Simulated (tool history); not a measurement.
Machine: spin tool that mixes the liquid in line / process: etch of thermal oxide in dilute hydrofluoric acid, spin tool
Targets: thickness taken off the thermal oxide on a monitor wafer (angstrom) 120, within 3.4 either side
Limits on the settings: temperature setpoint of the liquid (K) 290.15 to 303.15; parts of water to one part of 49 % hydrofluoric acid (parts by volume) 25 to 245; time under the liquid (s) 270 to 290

| run | hour | temperature setpoint of the liquid (K) | parts of water to one part of 49 % hydrofluoric acid (parts by volume) | time under the liquid (s) | thickness taken off the thermal oxide on a monitor wafer (angstrom) |
|---|---|---|---|---|---|
| 1 | 0 | 295.15 | 135 | 270 | 101.68 |
| 2 | 1.1 | 295.15 | 135 | 270 | 100.73 |
| 3 | 4.5 | 296.15 | 135 | 270 | 106.67 |
| 4 | 6 | 296.65 | 135 | 270 | 106.98 |
| 5 | 8.1 | 296.65 | 135 | 290 | 115.4 |
| 6 | 14.8 | 296.65 | 90 | 290 | 180.52 |
| 7 | 16.6 | 295.15 | 95 | 290 | 160.32 |
| 8 | 24.6 | 294.15 | 100 | 290 | 147.1 |
|  | 26.4 | hydrofluoric acid flow meter replaced |
| 9 | 26.4 | 293.15 | 100 | 290 | 124.17 |

Which of these 4 next moves meets every target?
| A | 28.2 | 293.65 | 100 | 290 | ? |
| B | 28.2 | 293.65 | 105 | 290 | ? |
| C | 28.2 | 294.15 | 110 | 280 | ? |
| D | 28.2 | 295.65 | 105 | 290 | ? |

| move | thickness taken off the thermal oxide on a monitor wafer (angstrom) |
|---|---|
| A | 126.76 |
| B | 120.05 |
| C | 112.28 |
| D | 130.15 |
A: the biggest miss grows against the last run
B: in spec on every target
C: pushes the last run's worst result past its target
D: the biggest miss grows against the last run
Go with B: it meets all targets.
